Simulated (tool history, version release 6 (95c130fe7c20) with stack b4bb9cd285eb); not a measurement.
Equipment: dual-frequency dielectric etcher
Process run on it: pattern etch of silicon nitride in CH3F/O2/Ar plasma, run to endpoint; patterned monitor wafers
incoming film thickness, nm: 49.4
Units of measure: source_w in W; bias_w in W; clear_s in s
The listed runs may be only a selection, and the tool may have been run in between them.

run  hour  source_w  bias_w  clear_s
  1     0       290      77   79.072
  2     7       270      74   81.686
  3    12       250      70   85.735
  4  17.5       250      77   82.242
  5  22.5       280      77   79.343
  6  26.9       260      74   83.559

The next listed run, before its measurement:
  7  33.1       240      72        ?

{"run 7": {"clear_s": 85.26}}
